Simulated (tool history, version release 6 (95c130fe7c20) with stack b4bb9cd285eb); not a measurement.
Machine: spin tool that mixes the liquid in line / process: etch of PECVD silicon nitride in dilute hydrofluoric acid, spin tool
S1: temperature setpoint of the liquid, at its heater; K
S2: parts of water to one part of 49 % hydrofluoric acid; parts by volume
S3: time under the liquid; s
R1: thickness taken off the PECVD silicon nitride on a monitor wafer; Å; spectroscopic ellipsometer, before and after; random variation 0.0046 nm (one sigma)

run    day      S1   S2  S3      R1
  1  0.000  294.15  240  55  7.3536
  2  0.229  292.65  280  55  5.8244
  3  0.458  292.65  320  55  4.9767
  4  0.692  291.65  335  55  4.5779
  5  0.783  291.15  350  55  4.1583
  6  1.004  290.65  360  55  4.0017
  7  1.108  290.65  365  55  3.9829

What does the tool deliver on the next run?
  8  1.300  290.65  370  55   ?

Run 8 produced R1 3.8426 Å.

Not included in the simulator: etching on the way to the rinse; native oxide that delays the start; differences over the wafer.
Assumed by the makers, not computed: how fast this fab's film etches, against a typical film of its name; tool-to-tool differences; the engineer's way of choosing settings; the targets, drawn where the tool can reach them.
